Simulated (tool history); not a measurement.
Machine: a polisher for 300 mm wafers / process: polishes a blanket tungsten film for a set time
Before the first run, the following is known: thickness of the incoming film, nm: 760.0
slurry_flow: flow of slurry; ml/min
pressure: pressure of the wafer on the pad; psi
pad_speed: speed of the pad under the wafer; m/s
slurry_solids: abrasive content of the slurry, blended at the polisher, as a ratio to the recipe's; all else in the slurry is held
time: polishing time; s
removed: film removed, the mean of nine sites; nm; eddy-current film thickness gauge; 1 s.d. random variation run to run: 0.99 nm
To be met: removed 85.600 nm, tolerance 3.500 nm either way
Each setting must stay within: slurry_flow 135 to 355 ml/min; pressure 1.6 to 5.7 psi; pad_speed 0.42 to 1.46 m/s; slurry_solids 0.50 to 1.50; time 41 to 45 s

run	hour	slurry_flow	pressure	pad_speed	slurry_solids	time	removed
1	0.0	225	3.6	0.94	1.00	45	222.550
2	1.4	265	3.6	0.94	1.00	45	225.960
3	8.3	265	3.6	1.04	1.00	45	241.020
4	10.8	230	3.6	1.04	1.00	45	241.110
5	16.6	230	3.6	1.14	1.00	45	254.790
6	21.3	230	3.2	0.98	0.95	44	196.000
7	25.4	230	2.8	0.88	0.95	44	159.890
8	26.1	230	2.5	0.82	0.95	44	135.150
9	31.2	230	2.3	0.78	0.95	44	123.760
10	38.4	230	2.1	0.74	0.95	44	109.840
11	45.6	230	1.6	0.64	0.95	44	77.862
12	51.5	235	1.9	0.64	0.95	44	89.395

Of the 4 settings listed for the next run, only one would bring every result within its allowed miss of target. Which one?
A	57.4	230	1.9	0.68	1.00	45	?
B	57.4	230	1.9	0.54	1.05	45	?
C	57.4	250	2.0	0.64	0.95	45	?
D	57.4	205	1.8	0.78	0.90	43	?

move	removed
A	95.395
B	83.974
C	96.222
D	90.873
A: moves away from the targets compared with the last run
B: meets every target
C: moves away from the targets compared with the last run
D: moves away from the targets compared with the last run
Move B is the one to make.

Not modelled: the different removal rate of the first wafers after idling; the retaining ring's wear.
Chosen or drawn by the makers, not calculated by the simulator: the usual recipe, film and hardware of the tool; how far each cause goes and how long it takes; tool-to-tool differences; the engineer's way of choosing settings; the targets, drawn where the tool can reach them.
